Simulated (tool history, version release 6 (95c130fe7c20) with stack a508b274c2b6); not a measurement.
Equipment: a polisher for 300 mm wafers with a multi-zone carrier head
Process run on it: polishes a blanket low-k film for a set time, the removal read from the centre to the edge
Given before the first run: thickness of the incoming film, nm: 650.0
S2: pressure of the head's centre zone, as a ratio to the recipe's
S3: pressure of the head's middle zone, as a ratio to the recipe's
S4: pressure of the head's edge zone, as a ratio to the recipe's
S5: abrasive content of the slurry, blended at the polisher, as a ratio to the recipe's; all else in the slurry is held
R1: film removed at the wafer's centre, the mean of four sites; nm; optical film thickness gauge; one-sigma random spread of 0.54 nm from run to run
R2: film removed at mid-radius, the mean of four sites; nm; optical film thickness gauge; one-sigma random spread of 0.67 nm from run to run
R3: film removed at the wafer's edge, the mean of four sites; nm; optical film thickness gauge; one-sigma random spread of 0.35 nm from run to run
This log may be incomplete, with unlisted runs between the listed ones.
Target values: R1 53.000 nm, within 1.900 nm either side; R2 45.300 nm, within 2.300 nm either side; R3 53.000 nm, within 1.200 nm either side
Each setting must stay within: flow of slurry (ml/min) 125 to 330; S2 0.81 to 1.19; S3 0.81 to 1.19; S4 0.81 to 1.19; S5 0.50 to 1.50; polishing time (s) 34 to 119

run 1 hour=0.0 | flow_of_slurry_(ml/min)=210 S2=1.00 S3=1.00 S4=1.00 S5=1.00 polishing_time_(s)=76 | R1=36.331 R2=35.793 R3=36.633
run 2 hour=2.0 | flow_of_slurry_(ml/min)=215 S2=1.01 S3=0.99 S4=1.03 S5=1.10 polishing_time_(s)=76 | R1=38.323 R2=36.673 R3=38.114
run 3 hour=9.3 | flow_of_slurry_(ml/min)=215 S2=1.01 S3=1.07 S4=1.03 S5=1.10 polishing_time_(s)=76 | R1=38.352 R2=39.009 R3=38.786
run 4 hour=14.3 | flow_of_slurry_(ml/min)=215 S2=0.93 S3=1.07 S4=1.03 S5=1.10 polishing_time_(s)=76 | R1=35.471 R2=40.676 R3=38.601
run 5 hour=19.1 | flow_of_slurry_(ml/min)=215 S2=0.95 S3=1.05 S4=1.05 S5=1.15 polishing_time_(s)=77 | R1=36.286 R2=40.574 R3=40.553
run 6 hour=21.3 | flow_of_slurry_(ml/min)=215 S2=0.95 S3=1.05 S4=1.13 S5=1.15 polishing_time_(s)=77 | R1=36.816 R2=40.392 R3=41.587
run 7 hour=25.3 | flow_of_slurry_(ml/min)=220 S2=0.97 S3=1.04 S4=1.14 S5=1.20 polishing_time_(s)=78 | R1=39.491 R2=41.654 R3=43.585
run 8 hour=32.7 | flow_of_slurry_(ml/min)=225 S2=0.99 S3=1.03 S4=1.15 S5=1.25 polishing_time_(s)=78 | R1=41.129 R2=40.976 R3=44.357
run 9 hour=33.7 | flow_of_slurry_(ml/min)=230 S2=1.00 S3=1.03 S4=1.16 S5=1.30 polishing_time_(s)=79 | R1=42.220 R2=43.144 R3=45.734

5 next moves are on the table. One of them brings every result within its allowed miss. Which?
run A hour=34.7 | flow_of_slurry_(ml/min)=150 S2=0.88 S3=0.94 S4=1.19 S5=1.25 polishing_time_(s)=85 | R1=? R2=? R3=?
run B hour=34.7 | flow_of_slurry_(ml/min)=235 S2=1.09 S3=0.89 S4=1.19 S5=1.15 polishing_time_(s)=100 | R1=? R2=? R3=?
run C hour=34.7 | flow_of_slurry_(ml/min)=205 S2=1.00 S3=1.09 S4=1.03 S5=1.40 polishing_time_(s)=73 | R1=? R2=? R3=?
run D hour=34.7 | flow_of_slurry_(ml/min)=210 S2=1.10 S3=0.94 S4=1.17 S5=1.25 polishing_time_(s)=93 | R1=? R2=? R3=?
run E hour=34.7 | flow_of_slurry_(ml/min)=180 S2=0.87 S3=0.88 S4=1.19 S5=1.25 polishing_time_(s)=103 | R1=? R2=? R3=?

move=A R1=36.164 R2=38.506 R3=46.780
move=B R1=55.876 R2=45.363 R3=56.581
move=C R1=39.373 R2=41.414 R3=40.536
move=D R1=53.175 R2=44.827 R3=53.133
move=E R1=45.156 R2=45.855 R3=58.293
A: misses by more than the last run did
B: takes the biggest miss from the last run beyond its target
C: misses by more than the last run did
D: meets every target
E: takes the biggest miss from the last run beyond its target
The move that meets every target is D.

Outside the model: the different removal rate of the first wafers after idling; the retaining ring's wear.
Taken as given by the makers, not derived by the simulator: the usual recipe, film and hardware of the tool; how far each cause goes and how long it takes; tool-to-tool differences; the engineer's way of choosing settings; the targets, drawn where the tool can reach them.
